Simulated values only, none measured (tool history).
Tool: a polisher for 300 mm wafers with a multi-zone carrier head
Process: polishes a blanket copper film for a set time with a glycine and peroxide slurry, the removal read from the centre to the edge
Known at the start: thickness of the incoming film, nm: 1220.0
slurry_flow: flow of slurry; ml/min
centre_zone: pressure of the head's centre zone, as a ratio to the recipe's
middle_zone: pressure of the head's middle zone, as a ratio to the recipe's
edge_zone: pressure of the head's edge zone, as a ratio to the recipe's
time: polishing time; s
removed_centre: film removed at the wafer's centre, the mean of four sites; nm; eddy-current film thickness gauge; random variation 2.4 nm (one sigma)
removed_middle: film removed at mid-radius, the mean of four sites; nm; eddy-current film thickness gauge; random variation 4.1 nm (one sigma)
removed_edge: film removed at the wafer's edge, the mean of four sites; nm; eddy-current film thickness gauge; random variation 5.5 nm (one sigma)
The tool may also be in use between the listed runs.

{"run": 1, "hour": 0.0, "slurry_flow": 285, "centre_zone": 1.0, "middle_zone": 1.0, "edge_zone": 1.0, "time": 49, "removed_centre": 263.83, "removed_middle": 260.97, "removed_edge": 280.55}
{"run": 2, "hour": 5.3, "slurry_flow": 285, "centre_zone": 1.05, "middle_zone": 1.0, "edge_zone": 1.0, "time": 49, "removed_centre": 274.67, "removed_middle": 259.02, "removed_edge": 277.18}
{"run": 3, "hour": 10.9, "slurry_flow": 215, "centre_zone": 1.05, "middle_zone": 1.0, "edge_zone": 1.0, "time": 49, "removed_centre": 264.82, "removed_middle": 251.13, "removed_edge": 273.76}
{"run": 4, "hour": 19.4, "slurry_flow": 210, "centre_zone": 1.04, "middle_zone": 0.99, "edge_zone": 1.02, "time": 51, "removed_centre": 272.44, "removed_middle": 260.12, "removed_edge": 285.03}
{"run": 5, "hour": 21.8, "slurry_flow": 210, "centre_zone": 1.04, "middle_zone": 1.02, "edge_zone": 1.02, "time": 51, "removed_centre": 273.18, "removed_middle": 273.41, "removed_edge": 287.31}
{"run": 6, "hour": 26.8, "slurry_flow": 210, "centre_zone": 1.04, "middle_zone": 1.02, "edge_zone": 1.1, "time": 51, "removed_centre": 272.3, "removed_middle": 256.83, "removed_edge": 300.0}
{"run": 7, "hour": 32.3, "slurry_flow": 215, "centre_zone": 1.03, "middle_zone": 1.02, "edge_zone": 1.11, "time": 53, "removed_centre": 279.15, "removed_middle": 278.55, "removed_edge": 309.54}
{"run": 8, "hour": 35.8, "slurry_flow": 210, "centre_zone": 1.02, "middle_zone": 1.0, "edge_zone": 1.12, "time": 55, "removed_centre": 289.36, "removed_middle": 281.58, "removed_edge": 324.88}
{"run": 9, "hour": 41.6, "slurry_flow": 210, "centre_zone": 1.01, "middle_zone": 0.99, "edge_zone": 1.13, "time": 56, "removed_centre": 291.28, "removed_middle": 291.13, "removed_edge": 334.82}

Run 10 comes next. What will it give?
{"run": 10, "hour": 48.6, "slurry_flow": 210, "centre_zone": 1.0, "middle_zone": 0.97, "edge_zone": 1.14, "time": 57, "removed_centre": "?", "removed_middle": "?", "removed_edge": "?"}

Run 10 gave removed_centre 296.05 nm, removed_middle 288.18 nm, removed_edge 334.24 nm.

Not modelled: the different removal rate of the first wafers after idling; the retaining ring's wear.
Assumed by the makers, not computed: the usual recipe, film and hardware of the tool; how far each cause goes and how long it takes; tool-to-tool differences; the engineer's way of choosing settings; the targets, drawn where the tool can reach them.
